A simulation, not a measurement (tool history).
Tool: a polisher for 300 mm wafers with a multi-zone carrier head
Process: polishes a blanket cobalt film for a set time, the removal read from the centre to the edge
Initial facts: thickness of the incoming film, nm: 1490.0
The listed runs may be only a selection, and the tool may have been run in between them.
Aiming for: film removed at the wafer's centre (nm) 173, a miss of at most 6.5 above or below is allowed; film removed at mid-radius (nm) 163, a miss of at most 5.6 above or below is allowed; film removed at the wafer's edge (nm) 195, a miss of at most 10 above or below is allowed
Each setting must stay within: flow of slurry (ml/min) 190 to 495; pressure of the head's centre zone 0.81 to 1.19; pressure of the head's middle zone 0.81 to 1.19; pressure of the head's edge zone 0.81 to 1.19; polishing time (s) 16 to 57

run	hour	flow of slurry (ml/min)	pressure of the head's centre zone	pressure of the head's middle zone	pressure of the head's edge zone	polishing time (s)	film removed at the wafer's centre (nm)	film removed at mid-radius (nm)	film removed at the wafer's edge (nm)
1	0	320	1	1	1	36	227.79	234.95	220.78
2	0.6	320	0.97	1	1	36	223.32	234.95	227.91
3	2.5	320	0.97	0.95	1	36	220.52	222.61	227.23
4	5.4	315	0.96	0.92	1	35	213.13	213.13	225.82
5	13.5	285	0.96	0.92	1	35	207.87	210.5	217.94
6	16	285	0.96	0.92	1.09	35	212.56	209.3	232.92
7	23	285	0.96	0.9	1.09	34	204.82	198.02	226.52
8	24.3	280	0.96	0.89	1.08	33	196.79	190.35	219.4

Of the 4 settings listed for the next run, only one would bring every result within its allowed miss of target. Which one?
A	25.6	380	0.94	0.89	1.1	39	?	?	?
B	25.6	295	1.01	0.83	1.13	38	?	?	?
C	25.6	315	1.03	0.82	1.14	33	?	?	?
D	25.6	205	0.95	0.86	1.1	30	?	?	?

move	film removed at the wafer's centre (nm)	film removed at mid-radius (nm)	film removed at the wafer's edge (nm)
A	236.05	232.02	264.06
B	241.29	209.09	256.8
C	214.95	180.79	224.94
D	172.13	163.83	194.59
A: misses by more than the last run did
B: misses by more than the last run did
C: misses by more than the last run did
D: all results land within tolerance of their targets
Move D is the one to make.

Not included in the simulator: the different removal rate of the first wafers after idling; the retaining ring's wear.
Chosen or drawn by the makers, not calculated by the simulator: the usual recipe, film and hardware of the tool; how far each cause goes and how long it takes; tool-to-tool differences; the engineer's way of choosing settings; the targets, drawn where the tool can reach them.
